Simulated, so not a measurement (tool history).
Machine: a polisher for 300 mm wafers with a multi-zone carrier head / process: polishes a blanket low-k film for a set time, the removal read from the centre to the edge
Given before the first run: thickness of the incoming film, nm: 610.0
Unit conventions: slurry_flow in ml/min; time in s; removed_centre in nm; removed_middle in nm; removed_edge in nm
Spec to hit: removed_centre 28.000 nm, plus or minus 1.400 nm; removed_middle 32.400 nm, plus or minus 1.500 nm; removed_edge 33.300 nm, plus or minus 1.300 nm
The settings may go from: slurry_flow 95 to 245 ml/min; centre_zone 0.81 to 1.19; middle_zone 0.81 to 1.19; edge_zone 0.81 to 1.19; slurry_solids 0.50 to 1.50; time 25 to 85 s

run  hour  slurry_flow  centre_zone  middle_zone  edge_zone  slurry_solids  time  removed_centre  removed_middle  removed_edge
  1   0.0          155         1.00         1.00       1.00           1.00    55          25.958          25.936        24.780
  2   6.7          160         0.97         1.00       1.04           1.10    55          25.510          27.724        26.880
  3   7.5          170         0.97         1.00       1.07           1.15    55          26.802          28.975        27.468
  4  13.8          165         0.95         0.98       1.09           1.25    55          26.938          28.589        28.784
  5  22.8          170         0.93         0.98       1.11           1.30    55          27.647          29.610        29.442
  6  24.9          170         0.93         0.98       1.15           1.30    55          26.984          29.253        30.071
  7  33.8          170         0.91         0.98       1.16           1.35    55          27.318          29.559        30.619
  8  41.8          170         0.89         0.99       1.17           1.40    55          26.846          30.083        31.284
  9  43.3          175         0.88         1.00       1.18           1.45    55          27.112          30.914        31.779

Below are 5 possible settings for the next run. Only one of them brings all results inside the allowed miss of their targets. Which is it?
  A  44.8          210         1.03         1.19       0.97           1.50    54               ?               ?             ?
  B  44.8          230         0.97         1.11       1.04           1.45    55               ?               ?             ?
  C  44.8          160         0.90         0.81       1.19           1.50    57               ?               ?             ?
  D  44.8          175         0.84         0.96       1.16           1.45    53               ?               ?             ?
  E  44.8          140         0.90         1.02       1.19           1.45    59               ?               ?             ?

move  removed_centre  removed_middle  removed_edge
   A          32.481          35.566        29.926
   B          31.153          34.259        31.175
   C          28.364          26.670        33.143
   D          24.766          28.293        30.426
   E          28.111          31.546        33.100
A: the biggest miss grows against the last run
B: the biggest miss grows against the last run
C: brings the result that was furthest off to its target, and leaves another outside
D: the biggest miss grows against the last run
E: all results in spec
The right move is E.
